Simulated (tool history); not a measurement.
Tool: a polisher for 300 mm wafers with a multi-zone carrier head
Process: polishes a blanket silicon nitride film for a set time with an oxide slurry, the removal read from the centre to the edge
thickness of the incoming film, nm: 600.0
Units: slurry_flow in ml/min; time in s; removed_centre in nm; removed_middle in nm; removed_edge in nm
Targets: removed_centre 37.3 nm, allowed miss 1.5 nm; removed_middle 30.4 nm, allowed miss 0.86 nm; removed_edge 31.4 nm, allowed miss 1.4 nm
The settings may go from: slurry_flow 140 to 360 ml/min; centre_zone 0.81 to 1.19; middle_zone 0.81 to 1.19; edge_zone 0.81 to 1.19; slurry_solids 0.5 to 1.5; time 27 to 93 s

| run | day | slurry_flow | centre_zone | middle_zone | edge_zone | slurry_solids | time | removed_centre | removed_middle | removed_edge |
|---|---|---|---|---|---|---|---|---|---|---|
| 1 | 0 | 230 | 1 | 1 | 1 | 1 | 59 | 26.786 | 26.796 | 26.739 |
| 2 | 0.225 | 245 | 1.06 | 1 | 1.03 | 1.05 | 59 | 29.844 | 27.431 | 27.398 |
| 3 | 0.429 | 250 | 1.08 | 1 | 1.06 | 1.1 | 59 | 30.323 | 28.432 | 28.511 |
| 4 | 0.496 | 250 | 1.08 | 1 | 1.1 | 1.1 | 59 | 30.436 | 28.28 | 29.477 |
| 5 | 0.662 | 260 | 1.11 | 0.99 | 1.1 | 1.15 | 59 | 31.476 | 28.896 | 29.88 |
| 6 | 0.921 | 260 | 1.11 | 0.99 | 1.1 | 1.3 | 59 | 34.122 | 30.326 | 32.09 |
| 7 | 1.138 | 265 | 1.13 | 0.99 | 1.09 | 1.3 | 59 | 34.291 | 30.694 | 30.639 |
| 8 | 1.179 | 260 | 1.15 | 0.97 | 1.09 | 1.35 | 59 | 35.579 | 30.47 | 31.598 |

4 next moves are on the table. One of them brings every result within its allowed miss. Which?
| A | 1.221 | 235 | 1.08 | 1.01 | 1.13 | 1.4 | 58 | ? | ? | ? |
| B | 1.221 | 185 | 1.13 | 1 | 1.15 | 1.5 | 56 | ? | ? | ? |
| C | 1.221 | 285 | 1.16 | 0.94 | 1.01 | 1.45 | 59 | ? | ? | ? |
| D | 1.221 | 265 | 1.15 | 1 | 1.14 | 1.4 | 56 | ? | ? | ? |

| move | removed_centre | removed_middle | removed_edge |
|---|---|---|---|
| A | 32.564 | 31.015 | 32.066 |
| B | 32.908 | 29.794 | 31.524 |
| C | 36.754 | 30.779 | 31.692 |
| D | 33.896 | 30.027 | 31.358 |
A: further off than the last run
B: further off than the last run
C: meets every target
D: further off than the last run
Move C is the one to make.
